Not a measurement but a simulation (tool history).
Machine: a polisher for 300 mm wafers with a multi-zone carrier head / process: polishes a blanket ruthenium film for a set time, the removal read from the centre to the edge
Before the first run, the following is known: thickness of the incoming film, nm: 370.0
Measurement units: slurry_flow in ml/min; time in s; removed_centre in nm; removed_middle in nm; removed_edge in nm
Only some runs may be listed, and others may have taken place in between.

run 1 hour=0 | slurry_flow=225 centre_zone=1 middle_zone=1 edge_zone=1 time=36 | removed_centre=35.672 removed_middle=35.543 removed_edge=36.402
run 2 hour=8.7 | slurry_flow=235 centre_zone=1.03 middle_zone=1.02 edge_zone=1.02 time=36 | removed_centre=37.254 removed_middle=36.595 removed_edge=36.735
run 3 hour=17 | slurry_flow=235 centre_zone=1.03 middle_zone=1.02 edge_zone=0.98 time=36 | removed_centre=36.534 removed_middle=36.366 removed_edge=36.024
run 4 hour=18.6 | slurry_flow=240 centre_zone=1.05 middle_zone=1.03 edge_zone=1.01 time=36 | removed_centre=38.261 removed_middle=37.387 removed_edge=36.586
run 5 hour=24.4 | slurry_flow=240 centre_zone=1.05 middle_zone=1.03 edge_zone=1.01 time=43 | removed_centre=45.729 removed_middle=44.118 removed_edge=44.802
run 6 hour=32.4 | slurry_flow=275 centre_zone=1.05 middle_zone=1.03 edge_zone=1.01 time=43 | removed_centre=46.864 removed_middle=45.314 removed_edge=44.099
run 7 hour=37.5 | slurry_flow=270 centre_zone=1.05 middle_zone=1.02 edge_zone=1 time=43 | removed_centre=45.944 removed_middle=44.283 removed_edge=44.671
run 8 hour=44.4 | slurry_flow=270 centre_zone=1.06 middle_zone=1.02 edge_zone=0.99 time=43 | removed_centre=47.637 removed_middle=44.668 removed_edge=44.084

Estimate the outcome of run 9 from the log above:
run 9 hour=48.6 | slurry_flow=265 centre_zone=1.06 middle_zone=1.02 edge_zone=0.98 time=43 | removed_centre=? removed_middle=? removed_edge=?

Run 9 measured removed_centre 44.333 nm, removed_middle 43.948 nm, removed_edge 42.719 nm.
